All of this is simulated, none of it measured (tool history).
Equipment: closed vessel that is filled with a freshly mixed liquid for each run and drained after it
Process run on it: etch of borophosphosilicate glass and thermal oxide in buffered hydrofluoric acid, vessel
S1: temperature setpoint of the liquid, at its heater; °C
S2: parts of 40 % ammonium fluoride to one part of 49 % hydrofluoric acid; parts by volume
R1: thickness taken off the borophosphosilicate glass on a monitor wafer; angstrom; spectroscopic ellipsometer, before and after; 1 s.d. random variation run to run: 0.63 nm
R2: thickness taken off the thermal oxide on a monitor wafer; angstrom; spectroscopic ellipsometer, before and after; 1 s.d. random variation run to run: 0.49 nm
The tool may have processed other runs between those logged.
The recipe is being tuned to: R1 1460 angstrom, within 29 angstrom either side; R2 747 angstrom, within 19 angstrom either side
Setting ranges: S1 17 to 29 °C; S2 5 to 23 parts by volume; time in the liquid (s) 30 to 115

run 1 day=0 | S1=21 S2=14 time_in_the_liquid_(s)=60 | R1=754.34 R2=381.62
run 2 day=0.312 | S1=23.5 S2=13 time_in_the_liquid_(s)=60 | R1=919.61 R2=475.32
run 3 day=0.479 | S1=21 S2=13 time_in_the_liquid_(s)=60 | R1=804.48 R2=412.1
run 4 day=0.762 | S1=22.5 S2=13 time_in_the_liquid_(s)=60 | R1=876.55 R2=452.16
run 5 day=0.933 | S1=24.5 S2=12.5 time_in_the_liquid_(s)=60 | R1=1009.4 R2=519.63
run 6 day=1.308 | S1=26.5 S2=12.5 time_in_the_liquid_(s)=60 | R1=1130.9 R2=580.62
run 7 day=1.629 | S1=27.5 S2=12 time_in_the_liquid_(s)=60 | R1=1235.5 R2=635.02
run 8 day=1.988 | S1=28 S2=11.5 time_in_the_liquid_(s)=60 | R1=1317.9 R2=675.51
run 9 day=2.267 | S1=28.5 S2=11.5 time_in_the_liquid_(s)=60 | R1=1354.7 R2=711.64
run 10 day=2.379 | S1=28.5 S2=11 time_in_the_liquid_(s)=60 | R1=1424.6 R2=732.35

Which of these 5 next moves meets every target?
run A day=2.492 | S1=27 S2=13 time_in_the_liquid_(s)=75 | R1=? R2=?
run B day=2.492 | S1=29 S2=11 time_in_the_liquid_(s)=60 | R1=? R2=?
run C day=2.492 | S1=29 S2=12.5 time_in_the_liquid_(s)=65 | R1=? R2=?
run D day=2.492 | S1=29 S2=23 time_in_the_liquid_(s)=110 | R1=? R2=?
run E day=2.492 | S1=23.5 S2=5.5 time_in_the_liquid_(s)=40 | R1=? R2=?

move=A R1=1395.6 R2=715.41
move=B R1=1462.1 R2=749.7
move=C R1=1397 R2=716.69
move=D R1=1403.7 R2=721.39
move=E R1=1409.3 R2=715.08
A: lands further from the targets than the last run did
B: in spec on every target
C: lands further from the targets than the last run did
D: lands further from the targets than the last run did
E: lands further from the targets than the last run did
Move B is the one to make.
